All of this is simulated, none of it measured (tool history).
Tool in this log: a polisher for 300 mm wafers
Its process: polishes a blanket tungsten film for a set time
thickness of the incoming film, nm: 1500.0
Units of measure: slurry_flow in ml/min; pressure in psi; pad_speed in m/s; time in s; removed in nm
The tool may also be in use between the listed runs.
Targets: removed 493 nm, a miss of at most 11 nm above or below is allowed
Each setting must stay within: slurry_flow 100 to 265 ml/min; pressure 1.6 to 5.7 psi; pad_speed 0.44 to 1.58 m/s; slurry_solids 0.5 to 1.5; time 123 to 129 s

run  hour  slurry_flow  pressure  pad_speed  slurry_solids  time  removed
  1     0          170       3.6          1              1   123    593.9
  2   7.7          160       3.5          1              1   123   571.23
  3  12.3          160       3.5          1            1.1   123   584.09
  4  16.4          155       3.4          1            1.1   123   563.41
  5  18.2          155       3.4          1            1.1   129   599.82
  6  24.1          155       3.4       1.14            1.1   129   671.39
  7  25.1          145       3.2       1.14            1.1   129   628.56
  8    33          140         3       1.14            1.1   129   583.81
  9  34.5          135       2.9       1.14            1.1   129   568.19
 10  37.1          135       2.9       1.14            1.1   129   568.73
 11  39.3          130       2.8       1.14            1.1   129   546.86
 12  43.3          125       2.7       1.14            1.1   129   521.59

Consider the 4 candidate settings below. Which is the only one whose results all fall within their allowed miss of target?
  A  47.3          150       2.4        1.3           1.25   123        ?
  B  47.3          115       2.6        1.2           1.15   129        ?
  C  47.3          150       2.6        1.2           1.05   124        ?
  D  47.3          120       2.7        1.1              1   129        ?

move  removed
   A   522.03
   B   519.53
   C   509.54
   D   486.17
A: about the same distance from the targets as the last run
B: nearer the targets than the last run, but a result is still out of spec
C: nearer the targets than the last run, but a result is still out of spec
D: each result inside its tolerance
Answer: D

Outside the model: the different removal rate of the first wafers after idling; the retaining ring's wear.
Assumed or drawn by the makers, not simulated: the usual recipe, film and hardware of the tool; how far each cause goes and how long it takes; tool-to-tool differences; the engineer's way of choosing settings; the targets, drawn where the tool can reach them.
